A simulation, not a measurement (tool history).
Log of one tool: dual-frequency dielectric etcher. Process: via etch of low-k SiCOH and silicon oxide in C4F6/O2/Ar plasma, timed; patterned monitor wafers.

| run | hour | source power (kW) | bias power (kW) | etch time (s) | mean etch depth across the wafer (angstrom) |
|---|---|---|---|---|---|
| 1 | 0 | 0.29 | 0.231 | 51.5 | 1300.2 |
| 2 | 5.5 | 0.3 | 0.235 | 51.5 | 1327.1 |
| 3 | 13.2 | 0.3 | 0.25 | 51.5 | 1349.7 |
| 4 | 21.9 | 0.3 | 0.25 | 51.5 | 1352.9 |
| 5 | 25.9 | 0.3 | 0.25 | 51.5 | 1350.2 |
| 6 | 32.6 | 0.31 | 0.252 | 51.5 | 1374.2 |
| 7 | 35.3 | 0.32 | 0.254 | 51.5 | 1392.6 |
| 8 | 36.9 | 0.33 | 0.256 | 51.5 | 1415.6 |
| 9 | 44.1 | 0.33 | 0.256 | 51.5 | 1412.1 |
| 10 | 48.2 | 0.34 | 0.258 | 51.5 | 1421.6 |
| 11 | 55.4 | 0.35 | 0.261 | 51.5 | 1450.1 |
| 12 | 62.2 | 0.35 | 0.262 | 51.5 | 1441 |
| 13 | 66.4 | 0.35 | 0.265 | 51.5 | 1465 |
| 14 | 74.5 | 0.35 | 0.266 | 51.5 | 1453.4 |
| 15 | 80.5 | 0.35 | 0.268 | 51.5 | 1465.1 |
| 16 | 85.5 | 0.35 | 0.269 | 51.5 | 1448.9 |
| 17 | 87.9 | 0.35 | 0.271 | 51.5 | 1457.5 |
| 18 | 91.2 | 0.35 | 0.272 | 51.5 | 1475.2 |
| 19 | 93.5 | 0.35 | 0.273 | 51.5 | 1474.2 |
| 20 | 95.1 | 0.35 | 0.274 | 51.5 | 1468.3 |

The next listed run, before its measurement:
| 21 | 97 | 0.35 | 0.275 | 51.5 | ? |

mean etch depth across the wafer (angstrom): 1467.5

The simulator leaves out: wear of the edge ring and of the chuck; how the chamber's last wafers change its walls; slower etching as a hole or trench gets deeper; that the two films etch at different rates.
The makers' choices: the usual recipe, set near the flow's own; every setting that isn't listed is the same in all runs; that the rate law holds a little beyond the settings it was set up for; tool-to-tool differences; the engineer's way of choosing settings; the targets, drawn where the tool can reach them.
